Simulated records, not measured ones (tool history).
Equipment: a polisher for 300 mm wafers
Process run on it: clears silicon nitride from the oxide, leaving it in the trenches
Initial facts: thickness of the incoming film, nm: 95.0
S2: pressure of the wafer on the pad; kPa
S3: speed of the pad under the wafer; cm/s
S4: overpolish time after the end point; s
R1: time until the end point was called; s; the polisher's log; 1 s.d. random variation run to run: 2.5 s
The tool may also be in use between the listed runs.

run 1 hour=0.0 | flow_of_slurry_(ml/min)=185 S2=18.6 S3=82 S4=6 | R1=125.93
run 2 hour=6.1 | flow_of_slurry_(ml/min)=185 S2=18.6 S3=90 S4=6 | R1=112.24
run 3 hour=10.0 | flow_of_slurry_(ml/min)=185 S2=18.6 S3=90 S4=5 | R1=109.24
run 4 hour=13.6 | flow_of_slurry_(ml/min)=165 S2=18.6 S3=90 S4=5 | R1=114.53
run 5 hour=16.9 | flow_of_slurry_(ml/min)=125 S2=18.6 S3=90 S4=5 | R1=120.61
-- hour=24.2 worn pad replaced by a new one
run 6 hour=24.2 | flow_of_slurry_(ml/min)=125 S2=17.2 S3=90 S4=5 | R1=121.33
run 7 hour=31.3 | flow_of_slurry_(ml/min)=125 S2=15.2 S3=88 S4=5 | R1=139.21
run 8 hour=38.0 | flow_of_slurry_(ml/min)=125 S2=15.2 S3=88 S4=5 | R1=140.00

For run 9, what comes out?
run 9 hour=43.7 | flow_of_slurry_(ml/min)=125 S2=14.5 S3=88 S4=5 | R1=?

{"run 9": {"R1": 142.83}}
